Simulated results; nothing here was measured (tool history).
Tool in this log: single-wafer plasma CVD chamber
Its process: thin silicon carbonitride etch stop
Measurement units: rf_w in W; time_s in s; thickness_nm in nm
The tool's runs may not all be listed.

run,hour,rf_w,time_s,thickness_nm
1,0.0,260,18.4,12.598
2,6.5,260,19.6,13.376
3,13.3,250,18.8,12.663
4,17.1,250,17.4,11.723
5,18.3,285,17.4,12.208
6,23.1,285,15.8,11.072
7,24.1,275,15.6,10.843

What will run 8 give?
8,29.6,265,15.5,?

Run 8 produced thickness_nm 10.666 nm.
